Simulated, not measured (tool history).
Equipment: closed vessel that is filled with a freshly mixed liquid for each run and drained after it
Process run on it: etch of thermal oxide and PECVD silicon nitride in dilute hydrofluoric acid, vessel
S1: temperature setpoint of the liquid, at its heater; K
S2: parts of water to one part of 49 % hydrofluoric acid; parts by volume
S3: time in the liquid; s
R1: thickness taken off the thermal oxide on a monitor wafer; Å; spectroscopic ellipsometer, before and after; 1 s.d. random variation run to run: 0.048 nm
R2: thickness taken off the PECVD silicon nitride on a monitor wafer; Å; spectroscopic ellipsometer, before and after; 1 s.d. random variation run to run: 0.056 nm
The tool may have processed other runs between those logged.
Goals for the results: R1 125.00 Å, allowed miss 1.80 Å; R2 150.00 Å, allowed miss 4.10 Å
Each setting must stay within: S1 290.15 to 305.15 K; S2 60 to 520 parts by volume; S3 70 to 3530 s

{"run": 1, "hour": 0.0, "S1": 297.15, "S2": 290, "S3": 1800, "R1": 228.34, "R2": 282.31}
{"run": 2, "hour": 6.8, "S1": 297.15, "S2": 290, "S3": 2155, "R1": 270.95, "R2": 336.67}
{"run": 3, "hour": 14.7, "S1": 296.15, "S2": 305, "S3": 2160, "R1": 246.57, "R2": 303.04}
{"run": 4, "hour": 15.5, "S1": 299.15, "S2": 305, "S3": 2160, "R1": 273.37, "R2": 363.01}
{"run": 5, "hour": 23.3, "S1": 298.15, "S2": 320, "S3": 2160, "R1": 248.11, "R2": 325.06}
{"run": 6, "hour": 28.3, "S1": 297.15, "S2": 335, "S3": 2165, "R1": 224.77, "R2": 294.32}
{"run": 7, "hour": 30.9, "S1": 296.15, "S2": 345, "S3": 2160, "R1": 210.74, "R2": 271.05}
{"run": 8, "hour": 34.7, "S1": 296.15, "S2": 345, "S3": 2160, "R1": 209.24, "R2": 270.14}
{"run": 9, "hour": 41.6, "S1": 295.15, "S2": 355, "S3": 2155, "R1": 194.69, "R2": 245.67}
{"run": 10, "hour": 47.5, "S1": 294.65, "S2": 365, "S3": 2155, "R1": 183.88, "R2": 231.95}
{"run": 11, "hour": 51.4, "S1": 294.15, "S2": 375, "S3": 2155, "R1": 175.86, "R2": 219.19}
{"run": 12, "hour": 52.4, "S1": 293.65, "S2": 385, "S3": 2155, "R1": 166.09, "R2": 204.73}
{"run": 13, "hour": 59.4, "S1": 293.15, "S2": 390, "S3": 2155, "R1": 161.5, "R2": 196.84}
{"run": 14, "hour": 65.8, "S1": 292.65, "S2": 395, "S3": 2155, "R1": 154.3, "R2": 190.8}
{"run": 15, "hour": 66.8, "S1": 292.15, "S2": 400, "S3": 2155, "R1": 150.94, "R2": 181.64}
{"run": 16, "hour": 73.6, "S1": 292.15, "S2": 405, "S3": 2155, "R1": 147.57, "R2": 179.84}
{"run": 17, "hour": 74.3, "S1": 292.15, "S2": 410, "S3": 2155, "R1": 145.48, "R2": 177.72}
{"run": 18, "hour": 75.8, "S1": 292.15, "S2": 415, "S3": 2155, "R1": 141.89, "R2": 174.78}
{"run": 19, "hour": 83.4, "S1": 292.15, "S2": 420, "S3": 2155, "R1": 141.02, "R2": 173.16}

Which of these 4 next moves meets every target?
{"run": "A", "hour": 91.0, "S1": 293.15, "S2": 355, "S3": 1490, "R1": "?", "R2": "?"}
{"run": "B", "hour": 91.0, "S1": 293.15, "S2": 355, "S3": 1970, "R1": "?", "R2": "?"}
{"run": "C", "hour": 91.0, "S1": 296.15, "S2": 430, "S3": 1870, "R1": "?", "R2": "?"}
{"run": "D", "hour": 91.0, "S1": 290.15, "S2": 440, "S3": 1985, "R1": "?", "R2": "?"}

move=A R1=126.38 R2=149.62
move=B R1=167.09 R2=197.82
move=C R1=136.03 R2=187.04
move=D R1=114.07 R2=134.58
A: in spec on every target
B: its largest miss is bigger than the last run's
C: about as far from the targets as the last run
D: takes the biggest miss from the last run beyond its target
Correct choice: A, which meets every target
